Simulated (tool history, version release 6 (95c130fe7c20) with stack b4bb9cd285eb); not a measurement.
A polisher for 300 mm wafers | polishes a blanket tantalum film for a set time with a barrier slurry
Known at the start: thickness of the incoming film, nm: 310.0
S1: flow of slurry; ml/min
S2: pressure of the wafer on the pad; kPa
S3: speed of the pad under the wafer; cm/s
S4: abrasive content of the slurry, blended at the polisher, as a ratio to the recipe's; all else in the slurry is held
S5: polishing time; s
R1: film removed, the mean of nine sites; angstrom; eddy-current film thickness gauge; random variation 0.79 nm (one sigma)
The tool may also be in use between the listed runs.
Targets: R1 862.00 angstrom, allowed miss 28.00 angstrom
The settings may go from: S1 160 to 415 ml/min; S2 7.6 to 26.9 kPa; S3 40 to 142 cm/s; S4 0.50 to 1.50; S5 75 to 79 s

run 1 day=0.000 | S1=265 S2=17.2 S3=90 S4=1.00 S5=75 | R1=1573.50
run 2 day=0.079 | S1=265 S2=17.2 S3=110 S4=1.00 S5=75 | R1=1896.80
run 3 day=0.296 | S1=210 S2=17.2 S3=110 S4=1.00 S5=75 | R1=1852.20
run 4 day=0.333 | S1=160 S2=17.2 S3=110 S4=1.00 S5=75 | R1=1806.60
run 5 day=0.658 | S1=160 S2=15.9 S3=108 S4=1.00 S5=75 | R1=1656.30
run 6 day=1.004 | S1=160 S2=15.9 S3=108 S4=0.90 S5=75 | R1=1620.70
run 7 day=1.225 | S1=160 S2=14.5 S3=106 S4=0.90 S5=75 | R1=1439.90
run 8 day=1.329 | S1=160 S2=13.8 S3=104 S4=0.90 S5=75 | R1=1346.00
run 9 day=1.512 | S1=160 S2=13.1 S3=104 S4=0.90 S5=75 | R1=1272.70
run 10 day=1.871 | S1=160 S2=12.4 S3=104 S4=0.90 S5=75 | R1=1200.50
run 11 day=2.217 | S1=160 S2=11.7 S3=104 S4=0.90 S5=75 | R1=1149.40
run 12 day=2.283 | S1=160 S2=7.6 S3=98 S4=0.90 S5=75 | R1=709.15

Which of these 4 next moves meets every target?
run A day=2.350 | S1=205 S2=9.0 S3=104 S4=0.80 S5=78 | R1=?
run B day=2.350 | S1=170 S2=7.6 S3=108 S4=1.05 S5=78 | R1=?
run C day=2.350 | S1=165 S2=8.3 S3=110 S4=1.00 S5=79 | R1=?
run D day=2.350 | S1=190 S2=9.0 S3=88 S4=0.90 S5=78 | R1=?

move=A R1=926.85
move=B R1=861.74
move=C R1=948.97
move=D R1=809.36
A: takes the result that was furthest off past its target
B: meets every target
C: takes the result that was furthest off past its target
D: nearer than the last run, and not there yet
Move B is the one to make.

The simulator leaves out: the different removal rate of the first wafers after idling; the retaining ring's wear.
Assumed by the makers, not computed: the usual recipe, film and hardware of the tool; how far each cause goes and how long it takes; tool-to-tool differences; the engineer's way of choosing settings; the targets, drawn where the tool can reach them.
